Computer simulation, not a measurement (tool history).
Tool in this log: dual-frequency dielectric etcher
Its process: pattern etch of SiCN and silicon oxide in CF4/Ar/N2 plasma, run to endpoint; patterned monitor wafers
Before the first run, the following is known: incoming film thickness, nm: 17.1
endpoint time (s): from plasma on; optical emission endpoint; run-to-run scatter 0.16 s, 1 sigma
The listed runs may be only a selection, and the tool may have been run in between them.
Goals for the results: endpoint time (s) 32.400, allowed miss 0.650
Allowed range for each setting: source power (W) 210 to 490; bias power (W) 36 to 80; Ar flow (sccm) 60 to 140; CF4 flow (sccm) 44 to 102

run,day,source power (W),bias power (W),Ar flow (sccm),CF4 flow (sccm),endpoint time (s)
1,0.000,350,58,100,73,25.787
2,0.288,300,58,100,73,28.741
3,0.558,300,58,112,73,29.347
4,0.633,290,58,112,73,30.064
5,0.771,320,58,112,73,28.264
6,1.083,310,58,112,73,28.791
7,1.171,300,58,112,73,29.646
8,1.429,290,58,112,73,29.677
9,1.671,280,58,112,73,30.671
10,1.854,270,58,112,73,31.631

4 candidate next runs follow, results not yet known. Just one meets every target within its allowed miss. Identify it.
A,2.038,240,58,108,71,?
B,2.038,250,64,113,70,?
C,2.038,260,62,140,69,?
D,2.038,240,58,118,72,?

move,endpoint time (s)
A,34.206
B,32.945
C,33.787
D,34.656
A: the result that was furthest off in the last run now lies on the other side of its target
B: all results land within tolerance of their targets
C: the result that was furthest off in the last run now lies on the other side of its target
D: the result that was furthest off in the last run now lies on the other side of its target
Move B is the one to make.

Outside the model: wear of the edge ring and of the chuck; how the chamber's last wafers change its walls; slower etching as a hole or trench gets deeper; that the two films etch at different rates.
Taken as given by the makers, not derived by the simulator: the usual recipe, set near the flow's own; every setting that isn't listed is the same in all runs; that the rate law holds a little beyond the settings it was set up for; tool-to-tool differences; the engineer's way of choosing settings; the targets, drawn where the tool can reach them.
